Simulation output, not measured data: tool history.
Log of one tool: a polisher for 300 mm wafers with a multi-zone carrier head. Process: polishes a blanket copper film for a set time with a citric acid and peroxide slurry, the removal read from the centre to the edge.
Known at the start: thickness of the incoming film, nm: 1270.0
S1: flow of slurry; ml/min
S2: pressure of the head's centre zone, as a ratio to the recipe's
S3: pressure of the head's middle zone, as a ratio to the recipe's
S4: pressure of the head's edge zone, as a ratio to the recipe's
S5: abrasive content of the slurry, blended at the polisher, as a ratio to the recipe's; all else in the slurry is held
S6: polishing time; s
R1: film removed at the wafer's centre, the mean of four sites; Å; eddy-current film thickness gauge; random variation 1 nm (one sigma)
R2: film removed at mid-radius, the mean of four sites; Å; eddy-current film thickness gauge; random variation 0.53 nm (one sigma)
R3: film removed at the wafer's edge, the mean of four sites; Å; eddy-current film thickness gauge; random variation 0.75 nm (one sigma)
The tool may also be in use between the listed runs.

run	hour	S1	S2	S3	S4	S5	S6	R1	R2	R3
1	0	170	1	1	1	1	34	1045.4	1063.6	1102.6
2	3.2	170	0.92	1	1	1	34	989.97	1059.8	1106.9
3	10.6	165	0.92	0.98	0.96	0.9	34	952.03	1023.6	1064
4	16.2	145	0.92	0.98	0.96	0.9	34	943.11	1002.8	1037.3
# hour 23.6: edge zone pressure recalibrated
5	23.6	145	0.92	0.98	0.96	0.9	26	712.78	764.33	756.98
6	24.6	145	0.92	1.03	0.96	0.9	26	713.07	795.3	737.78
7	25.5	160	0.94	1.02	0.97	0.9	26	742.33	800.32	775.2
8	32.8	170	0.95	1.01	0.98	0.9	26	782.35	805.38	774.53
9	33.8	175	0.94	1	1	0.95	26	787.74	805.35	793.69
10	36.7	175	0.93	0.99	1.01	1	26	789.49	818.76	806.38

Run 11 comes next. What will it give?
11	37.7	175	0.93	0.98	1.03	1	26	?	?	?

{"run 11": {"R1": 774.72, "R2": 809.92, "R3": 818.98}}
